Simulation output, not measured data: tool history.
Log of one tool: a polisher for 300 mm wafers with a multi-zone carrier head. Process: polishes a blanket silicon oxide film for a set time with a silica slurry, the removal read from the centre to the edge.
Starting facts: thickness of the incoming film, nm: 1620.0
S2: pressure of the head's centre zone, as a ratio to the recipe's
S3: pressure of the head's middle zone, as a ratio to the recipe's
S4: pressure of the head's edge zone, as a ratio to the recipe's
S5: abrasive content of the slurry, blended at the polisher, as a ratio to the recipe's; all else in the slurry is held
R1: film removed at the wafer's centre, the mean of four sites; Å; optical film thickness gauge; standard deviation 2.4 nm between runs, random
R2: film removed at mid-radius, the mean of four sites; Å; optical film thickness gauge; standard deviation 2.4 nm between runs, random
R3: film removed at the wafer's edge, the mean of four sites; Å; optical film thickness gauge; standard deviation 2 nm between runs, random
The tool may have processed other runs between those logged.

Run 1, hour 0.0: flow of slurry (ml/min) 310, S2 1.00, S3 1.00, S4 1.00, S5 1.00, polishing time (s) 86. Result: R1 2611.5 Å, R2 2495.0 Å, R3 2545.3 Å.
Run 2, hour 6.5: flow of slurry (ml/min) 310, S2 1.01, S3 1.01, S4 0.98, S5 0.90, polishing time (s) 83. Result: R1 2392.6 Å, R2 2359.3 Å, R3 2294.5 Å.
Run 3, hour 15.4: flow of slurry (ml/min) 310, S2 1.02, S3 1.00, S4 0.96, S5 0.85, polishing time (s) 81. Result: R1 2249.1 Å, R2 2197.2 Å, R3 2136.3 Å.
Run 4, hour 20.8: flow of slurry (ml/min) 310, S2 1.02, S3 1.00, S4 0.96, S5 0.85, polishing time (s) 69. Result: R1 1932.8 Å, R2 1832.7 Å, R3 1801.7 Å.
Run 5, hour 29.6: flow of slurry (ml/min) 255, S2 1.02, S3 1.00, S4 0.96, S5 0.85, polishing time (s) 69. Result: R1 1866.2 Å, R2 1837.4 Å, R3 1765.9 Å.
Run 6, hour 33.0: flow of slurry (ml/min) 255, S2 1.02, S3 1.00, S4 0.96, S5 0.70, polishing time (s) 69. Result: R1 1660.7 Å, R2 1583.1 Å, R3 1552.1 Å.
Run 7, hour 40.4: flow of slurry (ml/min) 265, S2 1.03, S3 1.02, S4 0.96, S5 0.70, polishing time (s) 69. Result: R1 1681.9 Å, R2 1572.8 Å, R3 1519.4 Å.

What will run 8 give?
Run 8, hour 43.1: flow of slurry (ml/min) 275, S2 1.03, S3 1.03, S4 0.95, S5 0.70, polishing time (s) 69. Result: R1 ?, R2 ?, R3 ?.

R1: 1669.0 Å
R2: 1579.1 Å
R3: 1529.1 Å

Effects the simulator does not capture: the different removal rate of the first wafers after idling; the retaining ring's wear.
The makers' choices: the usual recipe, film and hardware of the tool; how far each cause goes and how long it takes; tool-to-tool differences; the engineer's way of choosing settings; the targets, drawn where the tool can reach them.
